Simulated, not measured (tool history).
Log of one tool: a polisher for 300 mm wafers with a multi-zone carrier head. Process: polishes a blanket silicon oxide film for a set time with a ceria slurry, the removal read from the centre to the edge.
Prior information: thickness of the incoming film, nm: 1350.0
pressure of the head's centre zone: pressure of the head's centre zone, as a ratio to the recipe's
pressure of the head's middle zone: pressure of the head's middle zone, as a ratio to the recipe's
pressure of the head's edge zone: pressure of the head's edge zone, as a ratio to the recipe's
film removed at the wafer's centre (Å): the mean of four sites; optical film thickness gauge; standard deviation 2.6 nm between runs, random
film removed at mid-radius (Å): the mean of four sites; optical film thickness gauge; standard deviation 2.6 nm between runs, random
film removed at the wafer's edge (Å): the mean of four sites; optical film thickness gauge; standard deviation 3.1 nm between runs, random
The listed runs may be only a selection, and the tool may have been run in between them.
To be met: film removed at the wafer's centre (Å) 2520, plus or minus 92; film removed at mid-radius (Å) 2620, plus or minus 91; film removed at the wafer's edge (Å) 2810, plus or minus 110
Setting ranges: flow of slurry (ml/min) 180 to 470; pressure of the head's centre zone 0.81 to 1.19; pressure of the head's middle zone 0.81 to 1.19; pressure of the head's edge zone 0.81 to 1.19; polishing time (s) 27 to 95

run   hour  flow of slurry (ml/min)  pressure of the head's centre zone  pressure of the head's middle zone  pressure of the head's edge zone  polishing time (s)  film removed at the wafer's centre (Å)  film removed at mid-radius (Å)  film removed at the wafer's edge (Å)
  1      0                      300                                   1                                   1                                 1                  61                                  3932.4                          4070.1                                4033.2
  2    7.9                      300                                   1                                0.97                                 1                  61                                  3974.7                          3989.7                                3989.2
  3   14.4                      300                                   1                                0.97                              0.94                  61                                  4006.4                          3947.3                                3866.5
  4   16.4                      300                                   1                                1.02                              0.94                  61                                  3948.2                          4069.6                                3917.6
  5     24                      230                                   1                                1.02                              0.94                  61                                  3797.8                          3925.8                                3761.4
  6   27.6                      225                                0.98                                   1                              0.94                  59                                  3569.3                          3774.5                                3654.9
  7   33.6                      225                                0.97                                0.98                              0.94                  57                                  3492.4                          3571.8                                  3517
  8     37                      220                                0.96                                0.97                              0.94                  55                                  3315.3                          3397.6                                3408.1
  9   43.8                      220                                0.86                                0.87                              0.87                  43                                  2456.3                          2414.2                                2618.8
 10   52.1                      225                                0.86                                0.87                              0.88                  43                                  2422.7                          2439.5                                2575.9
 11   57.2                      225                                0.86                                0.87                              0.89                  43                                  2411.4                          2460.1                                2606.4
 12   66.2                      225                                0.86                                0.87                               0.9                  43                                  2425.9                          2470.4                                2624.9
 13     70                      225                                0.86                                0.87                              0.91                  43                                  2429.5                          2428.8                                2619.1
 14   71.6                      230                                0.86                                0.87                              0.92                  43                                  2407.4                          2464.1                                2653.2
 15   72.4                      235                                0.86                                0.87                              0.93                  43                                  2438.2                          2470.3                                  2701
 16   80.9                      240                                0.86                                0.87                              0.93                  43                                  2456.1                            2463                                2648.2
 17   88.8                      240                                0.86                                0.87                              0.94                  43                                  2443.5                          2476.8                                2628.9
 18   94.5                      235                                0.86                                0.87                              0.94                  43                                  2463.6                          2488.8                                2702.3
 19   98.5                      235                                0.86                                0.87                              0.95                  43                                  2426.6                          2457.3                                  2638
 20  104.7                      240                                0.86                                0.87                              0.95                  43                                  2425.2                          2437.4                                2700.2
 21  111.9                      245                                0.86                                0.88                              0.95                  43                                    2424                          2474.4                                2741.6
 22  118.7                      245                                0.86                                0.89                              0.95                  43                                  2424.7                          2527.7                                2684.5
 23  126.5                      245                                0.86                                0.89                              0.96                  43                                  2477.8                          2475.9                                2730.7

Next run, 5 choices. One meets every target within its allowed miss, the rest don't. Which?
  A  134.3                      215                                0.82                                0.97                              0.92                  42                                       ?                               ?                                     ?
  B  134.3                      275                                0.81                                0.87                              0.94                  45                                       ?                               ?                                     ?
  C  134.3                      270                                1.03                                0.85                              1.01                  40                                       ?                               ?                                     ?
  D  134.3                      255                                0.87                                0.93                              0.97                  40                                       ?                               ?                                     ?
  E  134.3                      230                                0.91                                0.87                              0.92                  43                                       ?                               ?                                     ?

move  film removed at the wafer's centre (Å)  film removed at mid-radius (Å)  film removed at the wafer's edge (Å)
   A                                  2268.4                            2661                                2525.6
   B                                  2503.5                          2693.7                                2807.1
   C                                  2582.2                          2341.9                                2578.6
   D                                  2301.5                          2506.6                                2512.8
   E                                  2503.4                          2513.4                                2609.1
A: brings the result that was furthest off to its target, and leaves another outside
B: all results land within tolerance of their targets
C: further off than the last run
D: further off than the last run
E: further off than the last run
So the answer is move B, the one that meets all the targets.
